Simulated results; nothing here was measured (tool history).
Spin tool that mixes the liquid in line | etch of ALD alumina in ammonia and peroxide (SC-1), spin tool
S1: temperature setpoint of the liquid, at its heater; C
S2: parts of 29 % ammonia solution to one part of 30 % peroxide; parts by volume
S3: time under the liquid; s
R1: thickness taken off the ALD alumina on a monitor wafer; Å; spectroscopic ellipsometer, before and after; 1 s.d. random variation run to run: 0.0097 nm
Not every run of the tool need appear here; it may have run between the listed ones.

| run | hour | S1 | S2 | S3 | R1 |
|---|---|---|---|---|---|
| 1 | 0.0 | 49.0 | 0.80 | 65 | 29.253 |
| 2 | 7.1 | 45.5 | 0.80 | 65 | 23.740 |
| 3 | 11.1 | 45.5 | 0.90 | 65 | 24.109 |
| 4 | 15.4 | 43.5 | 0.90 | 65 | 21.650 |
| 5 | 20.3 | 43.5 | 0.80 | 65 | 21.257 |
| 6 | 24.9 | 43.5 | 0.95 | 65 | 21.564 |

Run 7 comes next. What will it give?
| 7 | 32.6 | 42.0 | 0.95 | 65 | ? |

{"run 7": {"R1": 19.79}}
